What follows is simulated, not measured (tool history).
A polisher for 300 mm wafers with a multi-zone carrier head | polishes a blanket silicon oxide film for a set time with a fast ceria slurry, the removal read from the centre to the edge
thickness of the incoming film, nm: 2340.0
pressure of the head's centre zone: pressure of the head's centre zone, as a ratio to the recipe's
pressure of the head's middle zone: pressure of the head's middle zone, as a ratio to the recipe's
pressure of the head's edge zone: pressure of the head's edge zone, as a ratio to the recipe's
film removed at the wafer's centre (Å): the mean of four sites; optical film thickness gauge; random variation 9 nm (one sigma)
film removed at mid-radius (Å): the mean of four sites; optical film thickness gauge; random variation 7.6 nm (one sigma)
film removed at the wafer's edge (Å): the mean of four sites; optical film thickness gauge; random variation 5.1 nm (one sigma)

run	hour	flow of slurry (ml/min)	pressure of the head's centre zone	pressure of the head's middle zone	pressure of the head's edge zone	polishing time (s)	film removed at the wafer's centre (Å)	film removed at mid-radius (Å)	film removed at the wafer's edge (Å)
1	0.0	260	1.00	1.00	1.00	63	7367.2	7365.9	7307.6
2	2.4	230	1.00	1.00	1.00	63	7242.4	7334.4	7222.3
3	9.3	230	1.00	1.00	1.00	48	5571.8	5540.7	5463.9
4	16.4	245	1.03	1.03	1.02	51	6121.8	6060.4	5894.9
5	19.6	245	1.03	1.03	1.08	51	6160.5	6067.5	6090.7
6	25.8	260	1.05	1.06	1.09	53	6592.8	6402.5	6389.9
7	32.1	270	1.06	1.08	1.08	55	6869.2	7016.7	6550.7
8	37.5	315	1.16	1.11	1.18	70	9643.6	9112.7	8925.9

Forecast run 9:
9	43.2	315	1.16	1.12	1.17	70	?	?	?

Run 9 gave film removed at the wafer's centre (Å) 9834.1, film removed at mid-radius (Å) 9283.4, film removed at the wafer's edge (Å) 8830.2.

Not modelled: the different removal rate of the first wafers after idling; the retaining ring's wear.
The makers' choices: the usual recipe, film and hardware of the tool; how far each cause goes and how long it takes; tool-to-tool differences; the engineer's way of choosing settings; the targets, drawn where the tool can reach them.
